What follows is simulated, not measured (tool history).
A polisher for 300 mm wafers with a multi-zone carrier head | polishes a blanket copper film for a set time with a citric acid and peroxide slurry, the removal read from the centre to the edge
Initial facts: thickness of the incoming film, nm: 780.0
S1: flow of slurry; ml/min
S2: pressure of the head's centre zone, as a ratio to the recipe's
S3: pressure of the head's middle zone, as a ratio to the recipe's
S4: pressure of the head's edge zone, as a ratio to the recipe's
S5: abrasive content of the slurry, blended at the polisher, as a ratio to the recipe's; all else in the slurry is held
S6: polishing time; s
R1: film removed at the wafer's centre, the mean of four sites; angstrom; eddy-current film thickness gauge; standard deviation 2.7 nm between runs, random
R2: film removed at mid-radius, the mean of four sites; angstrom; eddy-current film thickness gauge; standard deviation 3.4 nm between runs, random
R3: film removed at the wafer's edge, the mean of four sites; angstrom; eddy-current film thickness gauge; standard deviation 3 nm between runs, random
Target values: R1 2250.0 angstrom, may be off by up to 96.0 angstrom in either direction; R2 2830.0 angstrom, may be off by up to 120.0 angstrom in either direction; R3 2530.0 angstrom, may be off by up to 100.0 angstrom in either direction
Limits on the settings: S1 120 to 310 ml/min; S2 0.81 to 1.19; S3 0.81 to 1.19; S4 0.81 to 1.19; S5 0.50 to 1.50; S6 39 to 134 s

run	day	S1	S2	S3	S4	S5	S6	R1	R2	R3
1	0.000	200	1.00	1.00	1.00	1.00	86	2093.6	2174.9	2115.2
2	0.112	240	1.00	1.00	1.00	1.00	86	2164.1	2221.4	2164.7
3	0.296	240	0.95	1.00	1.00	1.00	86	2064.9	2176.8	2197.2
4	0.492	240	0.88	1.00	1.00	1.00	86	1842.7	2225.4	2178.0
5	0.796	245	0.89	1.03	1.01	1.10	87	1943.6	2388.3	2294.2
6	0.917	245	0.89	1.03	0.96	1.10	87	1983.2	2313.8	2216.9
7	1.100	250	0.90	1.05	0.98	1.15	87	2033.1	2380.9	2273.8
8	1.196	250	0.91	1.08	1.00	1.20	87	2021.0	2459.6	2277.7
9	1.362	270	0.94	1.12	1.04	1.45	92	2402.0	2864.9	2565.3
10	1.412	265	0.93	1.12	1.04	1.45	92	2380.7	2817.3	2595.4

Consider the 4 candidate settings below. Which is the only one whose results all fall within their allowed miss of target?
A	1.462	305	0.95	1.11	1.03	1.50	89	?	?	?
B	1.462	265	0.81	1.11	1.13	1.25	95	?	?	?
C	1.462	270	0.91	1.15	1.06	1.25	92	?	?	?
D	1.462	290	1.09	1.11	0.98	1.50	82	?	?	?

move	R1	R2	R3
A	2421.1	2772.3	2561.8
B	2076.7	2798.8	2711.6
C	2267.7	2799.0	2549.1
D	2547.6	2539.5	2297.7
A: its largest miss is bigger than the last run's
B: moves the result that the last run missed by most past its target, out the other side
C: meets every target
D: its largest miss is bigger than the last run's
The right move is C.
